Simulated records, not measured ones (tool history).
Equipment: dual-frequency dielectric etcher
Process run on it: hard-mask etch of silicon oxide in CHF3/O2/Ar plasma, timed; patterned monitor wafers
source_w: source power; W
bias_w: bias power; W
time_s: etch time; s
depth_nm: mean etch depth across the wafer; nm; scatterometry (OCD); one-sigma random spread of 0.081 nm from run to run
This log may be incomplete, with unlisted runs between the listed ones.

run	hour	source_w	bias_w	time_s	depth_nm
1	0.0	710	147	13.5	25.769
2	0.8	710	147	13.5	25.697
3	3.7	710	166	13.5	27.159
4	9.3	710	179	13.5	28.283
5	12.3	710	179	13.5	28.265
6	16.8	710	203	13.5	30.338
7	18.0	640	178	13.5	26.867
8	20.0	640	178	13.5	26.986
9	28.5	590	159	13.5	24.465
10	33.6	590	159	13.5	24.372

Estimate the outcome of run 11 from the log above:
11	38.1	550	146	13.5	?

{"run 11": {"depth_nm": 22.763}}
